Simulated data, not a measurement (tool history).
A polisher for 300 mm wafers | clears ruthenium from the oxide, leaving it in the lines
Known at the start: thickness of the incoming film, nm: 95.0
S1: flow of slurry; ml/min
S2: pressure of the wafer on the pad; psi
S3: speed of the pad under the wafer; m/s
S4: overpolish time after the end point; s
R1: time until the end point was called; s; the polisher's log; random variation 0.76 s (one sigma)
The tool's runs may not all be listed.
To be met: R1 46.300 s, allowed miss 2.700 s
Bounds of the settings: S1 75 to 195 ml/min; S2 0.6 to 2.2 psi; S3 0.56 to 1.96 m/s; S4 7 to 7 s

{"run": 1, "hour": 0.0, "S1": 125, "S2": 1.4, "S3": 1.26, "S4": 7, "R1": 83.98}
{"run": 2, "hour": 3.5, "S1": 125, "S2": 1.5, "S3": 1.28, "S4": 7, "R1": 75.233}
{"run": 3, "hour": 10.6, "S1": 125, "S2": 1.7, "S3": 1.28, "S4": 7, "R1": 66.642}
{"run": 4, "hour": 18.5, "S1": 125, "S2": 1.7, "S3": 0.96, "S4": 7, "R1": 83.137}
{"run": 5, "hour": 20.0, "S1": 125, "S2": 1.8, "S3": 1.0, "S4": 7, "R1": 74.978}
{"run": 6, "hour": 25.0, "S1": 125, "S2": 1.9, "S3": 1.04, "S4": 7, "R1": 71.258}
{"run": 7, "hour": 26.8, "S1": 125, "S2": 1.9, "S3": 1.1, "S4": 7, "R1": 66.941}
{"run": 8, "hour": 34.6, "S1": 125, "S2": 1.9, "S3": 1.14, "S4": 7, "R1": 66.08}
{"run": 9, "hour": 37.0, "S1": 125, "S2": 1.9, "S3": 1.18, "S4": 7, "R1": 64.834}
{"run": 10, "hour": 40.2, "S1": 125, "S2": 1.9, "S3": 1.22, "S4": 7, "R1": 63.392}
{"run": 11, "hour": 45.1, "S1": 135, "S2": 2.2, "S3": 1.36, "S4": 7, "R1": 48.625}

Which of these 5 next moves meets every target?
{"run": "A", "hour": 50.0, "S1": 130, "S2": 2.0, "S3": 1.4, "S4": 7, "R1": "?"}
{"run": "B", "hour": 50.0, "S1": 120, "S2": 2.2, "S3": 1.34, "S4": 7, "R1": "?"}
{"run": "C", "hour": 50.0, "S1": 125, "S2": 2.1, "S3": 1.38, "S4": 7, "R1": "?"}
{"run": "D", "hour": 50.0, "S1": 135, "S2": 2.1, "S3": 1.36, "S4": 7, "R1": "?"}
{"run": "E", "hour": 50.0, "S1": 115, "S2": 2.2, "S3": 1.48, "S4": 7, "R1": "?"}

move=A R1=52.862
move=B R1=50.431
move=C R1=51.276
move=D R1=51.253
move=E R1=47.045
A: further off than the last run
B: further off than the last run
C: further off than the last run
D: further off than the last run
E: meets every target
Move E is the one to make.
